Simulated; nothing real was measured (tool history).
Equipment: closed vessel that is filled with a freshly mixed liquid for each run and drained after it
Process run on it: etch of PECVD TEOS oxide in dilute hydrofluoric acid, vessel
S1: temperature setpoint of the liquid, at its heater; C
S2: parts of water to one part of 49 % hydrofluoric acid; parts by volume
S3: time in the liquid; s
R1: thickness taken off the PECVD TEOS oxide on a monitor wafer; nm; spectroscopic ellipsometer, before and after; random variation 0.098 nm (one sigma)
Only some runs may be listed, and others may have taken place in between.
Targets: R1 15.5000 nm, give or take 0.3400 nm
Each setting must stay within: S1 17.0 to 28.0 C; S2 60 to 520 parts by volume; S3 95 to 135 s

| run | hour | S1 | S2 | S3 | R1 |
|---|---|---|---|---|---|
| 1 | 0.0 | 20.0 | 290 | 135 | 5.1642 |
| 2 | 6.2 | 22.5 | 290 | 135 | 5.6166 |
| 3 | 15.2 | 24.0 | 240 | 135 | 7.6043 |
| 4 | 16.1 | 24.0 | 240 | 95 | 5.3159 |
| 5 | 21.2 | 21.5 | 240 | 95 | 4.8824 |
| 6 | 27.6 | 19.5 | 240 | 95 | 4.5116 |
| 7 | 30.9 | 22.0 | 190 | 105 | 7.2848 |
| 8 | 34.6 | 23.5 | 160 | 105 | 9.3944 |
| 9 | 42.1 | 24.5 | 145 | 105 | 10.9750 |
| 10 | 44.3 | 28.0 | 105 | 105 | 18.3880 |

Which of these 5 next moves meets every target?
| A | 46.5 | 20.5 | 105 | 135 | ? |
| B | 46.5 | 28.0 | 110 | 135 | ? |
| C | 46.5 | 28.0 | 150 | 135 | ? |
| D | 46.5 | 28.0 | 120 | 135 | ? |
| E | 46.5 | 28.0 | 100 | 135 | ? |

| move | R1 |
|---|---|
| A | 17.4250 |
| B | 22.2000 |
| C | 15.4620 |
| D | 20.0840 |
| E | 24.7490 |
A: closes in on the targets versus the last run, not all within tolerance yet
B: further off than the last run
C: in spec on every target
D: further off than the last run
E: further off than the last run
The move that meets every target is C.
